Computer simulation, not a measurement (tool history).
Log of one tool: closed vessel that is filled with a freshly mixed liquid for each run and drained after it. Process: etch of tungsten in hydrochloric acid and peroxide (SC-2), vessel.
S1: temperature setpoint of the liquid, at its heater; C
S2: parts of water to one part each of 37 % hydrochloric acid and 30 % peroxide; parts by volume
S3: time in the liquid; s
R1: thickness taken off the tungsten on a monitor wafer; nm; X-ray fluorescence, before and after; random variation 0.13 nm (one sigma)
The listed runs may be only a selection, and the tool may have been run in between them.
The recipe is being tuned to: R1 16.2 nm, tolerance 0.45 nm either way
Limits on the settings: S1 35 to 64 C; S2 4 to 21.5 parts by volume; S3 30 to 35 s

run  hour    S1    S2  S3      R1
  1     0    48    12  35  4.7085
  2   8.5    50  11.5  35  5.5222
  3  16.1    52    11  35  6.5232
  4  23.8    52    11  30   5.645
  5  30.6  53.5    10  30  6.7466
  6    37    55   9.5  30  7.9179
  7    39  56.5     9  30  9.0564
  8  45.6  57.5     9  30  9.4719
  9  47.8    64     7  30  17.681
       49  -- chemicals flow meter replaced
 10    49  63.5     7  30  19.115
 11  50.7    63     7  30  18.154
 12  59.4    62     7  30  17.346
 13  60.7  61.5     7  30  16.821

Pick the move, out of 5, that brings all results within their allowed miss; only one does.
  A    62    63  8.5  35   ?
  B    62  60.5    7  35   ?
  C    62    59  6.5  30   ?
  D    62  54.5  4.5  35   ?
  E    62    60  6.5  30   ?

move      R1
   A  18.358
   B  18.339
   C  15.147
   D  17.328
   E   16.13
A: the biggest miss grows against the last run
B: the biggest miss grows against the last run
C: takes the biggest miss from the last run beyond its target
D: the biggest miss grows against the last run
E: meets every target
Move E is the one to make.
